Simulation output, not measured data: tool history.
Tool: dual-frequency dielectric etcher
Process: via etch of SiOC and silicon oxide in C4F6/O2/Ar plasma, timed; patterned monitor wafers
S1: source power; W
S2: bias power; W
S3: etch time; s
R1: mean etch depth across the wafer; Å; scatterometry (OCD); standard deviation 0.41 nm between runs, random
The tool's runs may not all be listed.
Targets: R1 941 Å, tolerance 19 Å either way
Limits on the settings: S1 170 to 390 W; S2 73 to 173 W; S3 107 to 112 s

run    day   S1   S2   S3      R1
  1      0  280  123  107  841.85
  2  0.029  290  124  107   856.5
  3  0.125  240  124  107  808.98
  4   0.25  240  124  107  807.52
  5    0.6  250  126  107  822.66
  6  0.692  260  128  107  840.96
  7  0.767  270  129  107  839.31
  8  0.958  280  131  107  861.06
  9  1.208  280  131  107  860.42
 10  1.454  290  132  107  873.27
 11  1.571  300  133  107  877.81
 12  1.879  310  134  107  894.03

4 next moves are on the table. One of them brings every result within its allowed miss. Which?
  A  2.188  310  128  107   ?
  B  2.188  320  147  109   ?
  C  2.188  310  125  108   ?
  D  2.188  300  139  107   ?

move      R1
   A  884.59
   B  952.66
   C  885.95
   D  900.07
A: the biggest miss grows against the last run
B: meets every target
C: the biggest miss grows against the last run
D: nearer the targets than the last run, but a result is still out of spec
So the answer is move B, the one that meets all the targets.

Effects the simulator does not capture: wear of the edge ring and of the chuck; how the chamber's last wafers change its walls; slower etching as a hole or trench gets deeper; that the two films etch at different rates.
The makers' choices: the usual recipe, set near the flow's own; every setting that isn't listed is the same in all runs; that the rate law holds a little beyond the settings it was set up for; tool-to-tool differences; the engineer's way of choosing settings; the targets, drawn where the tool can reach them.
